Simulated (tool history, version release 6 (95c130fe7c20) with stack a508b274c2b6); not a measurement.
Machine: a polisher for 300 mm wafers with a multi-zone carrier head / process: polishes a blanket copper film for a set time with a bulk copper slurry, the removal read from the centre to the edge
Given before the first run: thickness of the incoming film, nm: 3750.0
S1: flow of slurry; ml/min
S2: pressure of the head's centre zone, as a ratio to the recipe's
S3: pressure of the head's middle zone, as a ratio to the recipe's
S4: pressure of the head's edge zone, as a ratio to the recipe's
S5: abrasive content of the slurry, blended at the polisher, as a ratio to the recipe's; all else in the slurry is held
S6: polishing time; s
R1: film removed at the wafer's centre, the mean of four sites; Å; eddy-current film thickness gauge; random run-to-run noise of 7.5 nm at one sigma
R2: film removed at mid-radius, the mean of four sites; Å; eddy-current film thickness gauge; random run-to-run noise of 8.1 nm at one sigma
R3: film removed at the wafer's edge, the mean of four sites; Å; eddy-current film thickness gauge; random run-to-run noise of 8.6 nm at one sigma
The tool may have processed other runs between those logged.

| run | hour | S1 | S2 | S3 | S4 | S5 | S6 | R1 | R2 | R3 |
|---|---|---|---|---|---|---|---|---|---|---|
| 1 | 0 | 315 | 1 | 1 | 1 | 1 | 83 | 7910.7 | 8019.5 | 7802.2 |
| 2 | 1.2 | 345 | 1 | 1 | 1 | 1 | 83 | 8052.4 | 8023.1 | 7731 |
| 3 | 8.9 | 410 | 1 | 1 | 1 | 1 | 83 | 8104.3 | 8341.3 | 7613.8 |
| 4 | 17.5 | 410 | 0.96 | 1 | 1 | 1 | 83 | 7805.7 | 8387.3 | 7978.1 |
| 5 | 21.4 | 410 | 0.96 | 1 | 1 | 1 | 66 | 6110.6 | 6491.6 | 6189.9 |
| 6 | 24.3 | 445 | 0.96 | 1 | 1 | 1 | 66 | 6180 | 6430.2 | 6196 |
| 7 | 30.6 | 440 | 0.94 | 0.99 | 1.02 | 1.05 | 67 | 6268.7 | 6542.8 | 6407 |

For run 8, what comes out?
| 8 | 32.9 | 430 | 0.91 | 0.99 | 1.04 | 1.1 | 68 | ? | ? | ? |

R1: 6071.4 Å
R2: 6730 Å
R3: 6691.1 Å
